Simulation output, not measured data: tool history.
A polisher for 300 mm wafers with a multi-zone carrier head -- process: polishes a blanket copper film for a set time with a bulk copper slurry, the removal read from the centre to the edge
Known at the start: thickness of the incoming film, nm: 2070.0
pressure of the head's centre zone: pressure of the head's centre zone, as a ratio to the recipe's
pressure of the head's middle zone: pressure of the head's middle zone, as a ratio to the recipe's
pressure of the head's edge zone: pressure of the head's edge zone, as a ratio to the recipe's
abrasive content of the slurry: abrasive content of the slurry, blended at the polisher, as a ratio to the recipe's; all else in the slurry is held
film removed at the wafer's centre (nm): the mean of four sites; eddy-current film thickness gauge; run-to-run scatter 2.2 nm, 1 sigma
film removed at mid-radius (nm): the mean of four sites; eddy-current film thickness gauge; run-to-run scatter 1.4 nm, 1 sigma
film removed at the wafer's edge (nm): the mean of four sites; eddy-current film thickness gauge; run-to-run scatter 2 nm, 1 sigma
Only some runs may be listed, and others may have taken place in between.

run    day  flow of slurry (ml/min)  pressure of the head's centre zone  pressure of the head's middle zone  pressure of the head's edge zone  abrasive content of the slurry  polishing time (s)  film removed at the wafer's centre (nm)  film removed at mid-radius (nm)  film removed at the wafer's edge (nm)
  1  0.000                      155                                1.00                                1.00                              1.00                            1.00                  66                                   445.09                           446.99                                 445.64
  2  0.196                      140                                0.99                                0.95                              0.97                            0.85                  56                                   346.18                           341.30                                 352.80
  3  0.250                      140                                0.99                                1.01                              0.97                            0.85                  56                                   353.15                           362.48                                 354.41
  4  0.467                      155                                0.99                                1.01                              0.97                            0.85                  56                                   360.56                           367.23                                 359.98
  5  0.604                      145                                0.99                                0.96                              0.94                            0.75                  50                                   300.97                           300.53                                 304.05
  6  0.708                      145                                0.99                                0.96                              0.99                            0.75                  50                                   299.88                           302.29                                 313.37
  7  0.929                      140                                1.00                                0.92                              0.96                            0.70                  46                                   271.12                           260.63                                 276.27

Forecast run 8:
  8  1.025                      100                                0.97                                0.82                              0.86                            0.50                  40                                        ?                                ?                                      ?

Run 8 produced film removed at the wafer's centre (nm) 189.39, film removed at mid-radius (nm) 167.65, film removed at the wafer's edge (nm) 194.17.

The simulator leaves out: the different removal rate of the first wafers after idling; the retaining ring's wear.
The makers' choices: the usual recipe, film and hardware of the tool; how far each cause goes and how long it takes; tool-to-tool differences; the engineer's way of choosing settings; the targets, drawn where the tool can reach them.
